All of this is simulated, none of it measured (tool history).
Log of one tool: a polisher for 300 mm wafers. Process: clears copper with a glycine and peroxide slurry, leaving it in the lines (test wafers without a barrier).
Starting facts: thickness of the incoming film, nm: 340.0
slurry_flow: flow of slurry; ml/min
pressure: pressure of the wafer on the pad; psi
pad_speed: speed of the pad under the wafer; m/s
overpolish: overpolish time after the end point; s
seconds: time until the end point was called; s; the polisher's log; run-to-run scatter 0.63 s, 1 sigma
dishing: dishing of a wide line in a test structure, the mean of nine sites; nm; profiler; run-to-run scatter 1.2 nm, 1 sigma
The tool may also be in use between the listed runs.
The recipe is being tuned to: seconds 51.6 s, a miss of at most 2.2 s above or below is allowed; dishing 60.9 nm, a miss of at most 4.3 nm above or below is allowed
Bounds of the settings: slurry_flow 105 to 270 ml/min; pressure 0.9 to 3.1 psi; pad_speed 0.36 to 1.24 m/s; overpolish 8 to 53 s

run 1 hour=0 | slurry_flow=175 pressure=2 pad_speed=0.8 overpolish=27 | seconds=76.002 dishing=60.202
run 2 hour=1.9 | slurry_flow=180 pressure=2.3 pad_speed=0.82 overpolish=24 | seconds=67.077 dishing=58.113
run 3 hour=6.9 | slurry_flow=180 pressure=2.5 pad_speed=0.82 overpolish=23 | seconds=64.242 dishing=61.019
run 4 hour=12.5 | slurry_flow=185 pressure=2.7 pad_speed=0.84 overpolish=21 | seconds=58.372 dishing=57.182
run 5 hour=17.8 | slurry_flow=185 pressure=2.7 pad_speed=0.84 overpolish=13 | seconds=58.306 dishing=44.98
run 6 hour=20.9 | slurry_flow=165 pressure=2.7 pad_speed=0.84 overpolish=13 | seconds=59.888 dishing=43.451
run 7 hour=26.7 | slurry_flow=175 pressure=2.8 pad_speed=0.84 overpolish=15 | seconds=57.471 dishing=47.1
run 8 hour=32.2 | slurry_flow=185 pressure=2.9 pad_speed=0.84 overpolish=17 | seconds=54.531 dishing=51.876
run 9 hour=33.3 | slurry_flow=190 pressure=2.9 pad_speed=0.84 overpolish=18 | seconds=55.539 dishing=56.035

Next run, 5 choices. One meets every target within its allowed miss, the rest don't. Which?
run A hour=34.4 | slurry_flow=165 pressure=3.1 pad_speed=0.9 overpolish=15 | seconds=? dishing=?
run B hour=34.4 | slurry_flow=200 pressure=3 pad_speed=0.88 overpolish=20 | seconds=? dishing=?
run C hour=34.4 | slurry_flow=160 pressure=2.9 pad_speed=0.86 overpolish=17 | seconds=? dishing=?
run D hour=34.4 | slurry_flow=180 pressure=2.8 pad_speed=0.76 overpolish=21 | seconds=? dishing=?
run E hour=34.4 | slurry_flow=185 pressure=2.7 pad_speed=0.86 overpolish=21 | seconds=? dishing=?

move=A seconds=50.012 dishing=54.878
move=B seconds=50.932 dishing=63.867
move=C seconds=54.748 dishing=56.25
move=D seconds=60.263 dishing=60.68
move=E seconds=56.871 dishing=62.124
A: puts the biggest miss on target and leaves a different result outside tolerance
B: every result lands within tolerance
C: better than the last run, though not everything is in spec
D: misses by more than the last run did
E: misses by more than the last run did
Go with B: it meets all targets.
